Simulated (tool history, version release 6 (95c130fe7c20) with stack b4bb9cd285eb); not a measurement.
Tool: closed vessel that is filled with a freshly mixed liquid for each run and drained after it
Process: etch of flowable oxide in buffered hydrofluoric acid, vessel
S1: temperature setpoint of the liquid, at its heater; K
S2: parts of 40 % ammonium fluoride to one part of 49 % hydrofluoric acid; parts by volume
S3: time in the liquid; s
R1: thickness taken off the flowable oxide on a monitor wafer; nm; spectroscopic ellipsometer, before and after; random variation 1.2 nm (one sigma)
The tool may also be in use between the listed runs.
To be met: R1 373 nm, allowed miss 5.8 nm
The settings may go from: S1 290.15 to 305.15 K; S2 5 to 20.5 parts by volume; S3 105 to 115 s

Run 1, day 0: S1 297.15 K, S2 12.5 parts by volume, S3 105 s. Result: R1 174.41 nm.
Run 2, day 0.146: S1 299.15 K, S2 11.5 parts by volume, S3 105 s. Result: R1 209.24 nm.
Run 3, day 0.425: S1 300.65 K, S2 10.5 parts by volume, S3 105 s. Result: R1 249.71 nm.
Run 4, day 0.542: S1 300.65 K, S2 10.5 parts by volume, S3 115 s. Result: R1 272.51 nm.
Run 5, day 0.75: S1 300.65 K, S2 10.5 parts by volume, S3 115 s. Result: R1 270.62 nm.
Run 6, day 0.992: S1 301.65 K, S2 10 parts by volume, S3 115 s. Result: R1 300.73 nm.
Run 7, day 1.379: S1 302.65 K, S2 10 parts by volume, S3 115 s. Result: R1 316.99 nm.
Run 8, day 1.433: S1 303.15 K, S2 10 parts by volume, S3 115 s. Result: R1 324.92 nm.
Run 9, day 1.688: S1 303.65 K, S2 10 parts by volume, S3 115 s. Result: R1 334.34 nm.
Run 10, day 1.908: S1 304.15 K, S2 10 parts by volume, S3 115 s. Result: R1 345.42 nm.

Which of these 5 next moves meets every target?
Run A, day 2.129: S1 304.15 K, S2 8.5 parts by volume, S3 115 s. Result: R1 ?.
Run B, day 2.129: S1 301.15 K, S2 7.5 parts by volume, S3 115 s. Result: R1 ?.
Run C, day 2.129: S1 305.15 K, S2 8.5 parts by volume, S3 105 s. Result: R1 ?.
Run D, day 2.129: S1 301.65 K, S2 7.5 parts by volume, S3 115 s. Result: R1 ?.
Run E, day 2.129: S1 302.15 K, S2 10 parts by volume, S3 115 s. Result: R1 ?.

move      R1
   A  391.08
   B  382.45
   C   376.1
   D  392.72
   E  309.82
A: takes the result that was furthest off past its target
B: takes the result that was furthest off past its target
C: meets every target
D: takes the result that was furthest off past its target
E: further off than the last run
Move C is the one to make.
